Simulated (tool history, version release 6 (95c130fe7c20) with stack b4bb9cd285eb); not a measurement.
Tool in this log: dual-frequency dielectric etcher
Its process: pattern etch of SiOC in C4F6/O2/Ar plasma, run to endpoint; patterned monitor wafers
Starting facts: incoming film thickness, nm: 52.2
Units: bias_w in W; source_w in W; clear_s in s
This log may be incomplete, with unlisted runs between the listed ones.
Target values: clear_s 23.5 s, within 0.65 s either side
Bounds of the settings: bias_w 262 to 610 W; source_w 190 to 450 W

run	day	bias_w	source_w	clear_s
1	0	436	320	19.245
2	0.342	499	320	18.223
3	0.362	424	320	19.282
4	0.417	407	310	20.148
5	0.708	365	310	21.119
6	1.025	365	270	22.417
7	1.108	361	270	22.283
8	1.292	356	270	22.662
9	1.425	353	270	22.651
10	1.662	350	270	22.589
11	1.958	346	270	22.426

Which of these 5 next moves meets every target?
A	2.254	388	310	?
B	2.254	366	290	?
C	2.254	370	240	?
D	2.254	326	340	?
E	2.254	356	300	?

move	clear_s
A	20.373
B	21.466
C	23.231
D	20.989
E	21.389
A: its largest miss is bigger than the last run's
B: its largest miss is bigger than the last run's
C: in spec on every target
D: its largest miss is bigger than the last run's
E: its largest miss is bigger than the last run's
C is the move that brings every result within its allowed miss.
